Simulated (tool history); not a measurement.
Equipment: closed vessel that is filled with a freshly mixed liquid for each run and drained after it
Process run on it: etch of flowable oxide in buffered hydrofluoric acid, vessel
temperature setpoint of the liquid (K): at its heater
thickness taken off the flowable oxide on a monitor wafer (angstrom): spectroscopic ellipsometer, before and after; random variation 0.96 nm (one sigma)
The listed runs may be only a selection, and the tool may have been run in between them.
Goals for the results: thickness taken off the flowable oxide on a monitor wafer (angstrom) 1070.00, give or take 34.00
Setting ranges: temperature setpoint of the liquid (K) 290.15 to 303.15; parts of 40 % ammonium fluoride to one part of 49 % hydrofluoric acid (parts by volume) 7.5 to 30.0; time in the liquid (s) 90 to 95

run  hour  temperature setpoint of the liquid (K)  parts of 40 % ammonium fluoride to one part of 49 % hydrofluoric acid (parts by volume)  time in the liquid (s)  thickness taken off the flowable oxide on a monitor wafer (angstrom)
  1   0.0                                  295.15                                                                                     20.5                      90                                                               1256.70
  2   1.9                                  295.15                                                                                     20.5                      90                                                               1280.20
  3   6.8                                  294.65                                                                                     20.5                      90                                                               1246.90
  4  10.2                                  294.65                                                                                     20.5                      95                                                               1312.30
  5  11.0                                  297.65                                                                                     20.5                      95                                                               1555.70
  6  17.8                                  294.65                                                                                     20.5                      95                                                               1309.30
  7  18.8                                  294.15                                                                                     20.5                      95                                                               1260.90
  8  27.1                                  293.65                                                                                     20.5                      95                                                               1209.20
  9  31.8                                  293.15                                                                                     20.5                      95                                                               1227.10
 10  34.3                                  290.15                                                                                     21.0                      95                                                                997.32

Which one of the following 5 next-run settings gets every result inside its allowed miss? There is exactly one.
  A  36.8                                  290.15                                                                                     22.5                      95                                                                     ?
  B  36.8                                  290.15                                                                                     23.5                      95                                                                     ?
  C  36.8                                  290.65                                                                                     23.0                      95                                                                     ?
  D  36.8                                  290.65                                                                                     20.0                      95                                                                     ?
  E  36.8                                  293.15                                                                                     22.0                      95                                                                     ?

move  thickness taken off the flowable oxide on a monitor wafer (angstrom)
   A                                                                946.75
   B                                                                918.69
   C                                                                959.53
   D                                                               1056.80
   E                                                               1140.00
A: the biggest miss grows against the last run
B: the biggest miss grows against the last run
C: the biggest miss grows against the last run
D: hits every target within its allowed miss
E: takes the result that was furthest off past its target
The move that meets every target is D.
